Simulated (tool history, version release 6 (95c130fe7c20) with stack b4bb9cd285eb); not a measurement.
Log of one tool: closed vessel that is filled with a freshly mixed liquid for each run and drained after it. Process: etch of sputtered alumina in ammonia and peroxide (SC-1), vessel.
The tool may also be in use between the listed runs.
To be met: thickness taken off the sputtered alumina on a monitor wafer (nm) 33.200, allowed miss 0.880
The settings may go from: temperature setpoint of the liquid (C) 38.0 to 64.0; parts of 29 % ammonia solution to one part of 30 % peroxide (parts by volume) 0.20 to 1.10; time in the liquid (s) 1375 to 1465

run	hour	temperature setpoint of the liquid (C)	parts of 29 % ammonia solution to one part of 30 % peroxide (parts by volume)	time in the liquid (s)	thickness taken off the sputtered alumina on a monitor wafer (nm)
1	0.0	48.0	0.60	1375	56.271
2	4.9	48.0	0.45	1375	54.909
3	9.0	46.0	0.45	1375	49.043
4	11.9	44.5	0.45	1375	44.582
5	16.6	44.5	0.45	1465	48.179
6	25.1	44.5	0.60	1465	49.174
7	28.0	43.0	0.60	1465	44.508
8	29.5	42.0	0.60	1465	42.387
9	35.1	41.0	0.60	1465	39.951
10	35.7	40.5	0.60	1465	39.112
11	40.1	40.0	0.60	1460	37.766
12	44.3	39.5	0.60	1460	36.914
13	48.5	39.0	0.60	1455	35.573

Which of these 5 next moves meets every target?
A	52.7	41.5	0.50	1410	?
B	52.7	39.0	0.45	1410	?
C	52.7	41.5	0.65	1420	?
D	52.7	41.0	0.55	1465	?
E	52.7	41.0	0.70	1465	?

move	thickness taken off the sputtered alumina on a monitor wafer (nm)
A	39.427
B	33.689
C	40.712
D	40.148
E	41.081
A: further off than the last run
B: meets every target
C: further off than the last run
D: further off than the last run
E: further off than the last run
The right move is B.
